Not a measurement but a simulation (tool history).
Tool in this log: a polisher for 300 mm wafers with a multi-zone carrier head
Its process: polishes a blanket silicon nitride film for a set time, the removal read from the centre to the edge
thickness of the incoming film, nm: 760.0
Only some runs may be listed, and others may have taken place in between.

run  hour  flow of slurry (ml/min)  pressure of the head's centre zone  pressure of the head's middle zone  pressure of the head's edge zone  polishing time (s)  film removed at the wafer's centre (Å)  film removed at mid-radius (Å)  film removed at the wafer's edge (Å)
  1     0                      180                                   1                                   1                                 1                  59                                  1853.3                          1922.4                                  1918
  2   1.9                      180                                   1                                1.03                                 1                  59                                    1847                          1913.2                                1897.8
  3     6                      180                                0.93                                1.03                                 1                  59                                  1705.2                            1953                                1874.7
  4  14.6                      175                                0.94                                   1                              1.01                  58                                    1691                          1825.7                                  1861
  5  23.3                      170                                0.94                                0.98                                 1                  58                                  1692.2                          1808.4                                1874.9
  6  25.2                      165                                0.94                                0.96                              0.99                  57                                  1648.1                          1770.1                                1844.2
  7  28.8                      165                                0.95                                0.94                              0.99                  56                                  1643.3                          1655.3                                1785.3

Estimate the outcome of run 8 from the log above:
  8  34.5                      120                                0.95                                0.84                              1.02                  55                                       ?                               ?                                     ?

For run 8 the tool returned film removed at the wafer's centre (Å) 1528.6, film removed at mid-radius (Å) 1408.4, film removed at the wafer's edge (Å) 1717.1.

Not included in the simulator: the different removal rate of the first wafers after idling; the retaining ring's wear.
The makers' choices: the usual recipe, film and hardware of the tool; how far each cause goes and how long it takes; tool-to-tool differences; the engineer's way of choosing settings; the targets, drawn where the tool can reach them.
